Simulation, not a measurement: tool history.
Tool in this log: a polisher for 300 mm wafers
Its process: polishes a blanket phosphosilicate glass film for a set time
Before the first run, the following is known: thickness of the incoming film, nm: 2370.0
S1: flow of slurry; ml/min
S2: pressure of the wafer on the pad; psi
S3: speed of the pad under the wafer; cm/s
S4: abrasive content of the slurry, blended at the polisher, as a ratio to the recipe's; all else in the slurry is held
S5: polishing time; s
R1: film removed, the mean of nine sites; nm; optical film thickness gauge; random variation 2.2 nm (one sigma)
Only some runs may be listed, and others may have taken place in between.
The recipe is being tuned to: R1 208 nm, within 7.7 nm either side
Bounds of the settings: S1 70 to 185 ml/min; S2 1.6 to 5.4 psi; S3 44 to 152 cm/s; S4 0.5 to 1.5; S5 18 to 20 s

run 1 day=0 | S1=120 S2=3.5 S3=98 S4=1 S5=20 | R1=132.73
run 2 day=0.05 | S1=120 S2=3.5 S3=110 S4=1 S5=20 | R1=142.28
run 3 day=0.175 | S1=120 S2=3.5 S3=120 S4=1 S5=20 | R1=154.37
run 4 day=0.521 | S1=120 S2=3.5 S3=120 S4=0.85 S5=20 | R1=134.17
-- day=0.738 slurry blender recalibrated
run 5 day=0.738 | S1=125 S2=3.7 S3=120 S4=0.85 S5=20 | R1=174
run 6 day=1.021 | S1=125 S2=3.7 S3=120 S4=0.85 S5=20 | R1=173.83
run 7 day=1.383 | S1=125 S2=3.7 S3=120 S4=0.85 S5=20 | R1=170.15
run 8 day=1.6 | S1=130 S2=3.7 S3=120 S4=0.85 S5=20 | R1=174.13
run 9 day=1.696 | S1=135 S2=3.7 S3=120 S4=0.85 S5=20 | R1=176.57
run 10 day=1.867 | S1=140 S2=3.7 S3=120 S4=0.85 S5=20 | R1=176.32
run 11 day=1.933 | S1=145 S2=3.7 S3=120 S4=0.85 S5=20 | R1=173.69
run 12 day=2.125 | S1=145 S2=3.8 S3=120 S4=0.85 S5=20 | R1=182.68
run 13 day=2.446 | S1=150 S2=3.8 S3=120 S4=0.85 S5=20 | R1=181.37
run 14 day=2.638 | S1=150 S2=3.9 S3=120 S4=0.85 S5=20 | R1=185.21
run 15 day=2.979 | S1=150 S2=4 S3=120 S4=0.85 S5=20 | R1=190.12
run 16 day=3.292 | S1=155 S2=4.1 S3=120 S4=0.85 S5=20 | R1=196.15
run 17 day=3.338 | S1=155 S2=4.1 S3=120 S4=0.85 S5=20 | R1=200.16

Pick the move, out of 4, that brings all results within their allowed miss; only one does.
run A day=3.383 | S1=150 S2=4.1 S3=110 S4=0.95 S5=19 | R1=?
run B day=3.383 | S1=145 S2=4.2 S3=124 S4=0.85 S5=19 | R1=?
run C day=3.383 | S1=165 S2=4.6 S3=122 S4=0.8 S5=19 | R1=?
run D day=3.383 | S1=150 S2=3.1 S3=144 S4=0.95 S5=20 | R1=?

move=A R1=186.8
move=B R1=193.76
move=C R1=204.03
move=D R1=184.84
A: lands further from the targets than the last run did
B: lands further from the targets than the last run did
C: every result within its allowed miss
D: lands further from the targets than the last run did
Answer: C

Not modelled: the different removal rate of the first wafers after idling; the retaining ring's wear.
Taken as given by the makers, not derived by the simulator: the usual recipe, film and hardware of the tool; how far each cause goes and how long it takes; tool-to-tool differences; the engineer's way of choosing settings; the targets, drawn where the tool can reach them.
